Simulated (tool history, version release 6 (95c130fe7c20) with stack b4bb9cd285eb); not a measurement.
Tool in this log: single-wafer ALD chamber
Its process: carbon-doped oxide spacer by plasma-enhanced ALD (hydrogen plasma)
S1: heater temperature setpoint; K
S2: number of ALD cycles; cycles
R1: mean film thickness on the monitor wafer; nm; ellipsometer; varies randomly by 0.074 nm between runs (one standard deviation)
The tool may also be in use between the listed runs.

{"run": 1, "day": 0.0, "S1": 673.15, "S2": 445, "R1": 21.246}
{"run": 2, "day": 0.138, "S1": 674.15, "S2": 433, "R1": 20.703}
{"run": 3, "day": 0.446, "S1": 668.15, "S2": 433, "R1": 20.681}
{"run": 4, "day": 0.692, "S1": 677.15, "S2": 433, "R1": 20.543}
{"run": 5, "day": 0.896, "S1": 668.15, "S2": 433, "R1": 20.564}
{"run": 6, "day": 1.142, "S1": 675.15, "S2": 433, "R1": 20.539}
{"run": 7, "day": 1.462, "S1": 675.15, "S2": 424, "R1": 20.293}

Run 8 is up next; what results do you expect?
{"run": 8, "day": 1.858, "S1": 675.15, "S2": 414, "R1": "?"}

{"run 8": {"R1": 19.706}}
